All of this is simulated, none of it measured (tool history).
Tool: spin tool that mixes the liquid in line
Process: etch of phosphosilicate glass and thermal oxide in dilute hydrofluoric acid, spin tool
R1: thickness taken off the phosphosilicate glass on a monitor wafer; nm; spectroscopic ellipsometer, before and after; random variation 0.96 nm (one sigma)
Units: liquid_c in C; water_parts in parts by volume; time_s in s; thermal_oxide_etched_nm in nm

{"run": 1, "hour": 0.0, "liquid_c": 26.0, "water_parts": 180, "time_s": 30, "R1": 31.038, "thermal_oxide_etched_nm": 0.80512}
{"run": 2, "hour": 9.0, "liquid_c": 27.5, "water_parts": 150, "time_s": 30, "R1": 41.147, "thermal_oxide_etched_nm": 1.0714}
{"run": 3, "hour": 17.3, "liquid_c": 28.5, "water_parts": 130, "time_s": 30, "R1": 49.801, "thermal_oxide_etched_nm": 1.362}
{"run": 4, "hour": 22.9, "liquid_c": 25.0, "water_parts": 130, "time_s": 30, "R1": 44.236, "thermal_oxide_etched_nm": 1.1917}
{"run": 5, "hour": 25.2, "liquid_c": 27.5, "water_parts": 130, "time_s": 30, "R1": 48.445, "thermal_oxide_etched_nm": 1.3718}
{"run": 6, "hour": 31.6, "liquid_c": 30.0, "water_parts": 130, "time_s": 30, "R1": 52.743, "thermal_oxide_etched_nm": 1.4747}
{"run": 7, "hour": 32.2, "liquid_c": 30.5, "water_parts": 115, "time_s": 30, "R1": 62.363, "thermal_oxide_etched_nm": 1.6794}
{"run": 8, "hour": 38.7, "liquid_c": 31.0, "water_parts": 105, "time_s": 30, "R1": 71.105, "thermal_oxide_etched_nm": 1.9369}
{"run": 9, "hour": 43.7, "liquid_c": 31.5, "water_parts": 95, "time_s": 30, "R1": 80.643, "thermal_oxide_etched_nm": 2.1485}
{"run": 10, "hour": 49.2, "liquid_c": 34.0, "water_parts": 55, "time_s": 30, "R1": 163.2, "thermal_oxide_etched_nm": 4.3892}
{"run": 11, "hour": 50.2, "liquid_c": 33.0, "water_parts": 55, "time_s": 30, "R1": 158.42, "thermal_oxide_etched_nm": 4.3143}
{"run": 12, "hour": 56.4, "liquid_c": 31.5, "water_parts": 55, "time_s": 30, "R1": 149.4, "thermal_oxide_etched_nm": 4.0116}

Forecast run 13:
{"run": 13, "hour": 59.1, "liquid_c": 30.0, "water_parts": 55, "time_s": 30, "R1": "?", "thermal_oxide_etched_nm": "?"}

Run 13 gave R1 140.530 nm, thermal_oxide_etched_nm 3.79340 nm.

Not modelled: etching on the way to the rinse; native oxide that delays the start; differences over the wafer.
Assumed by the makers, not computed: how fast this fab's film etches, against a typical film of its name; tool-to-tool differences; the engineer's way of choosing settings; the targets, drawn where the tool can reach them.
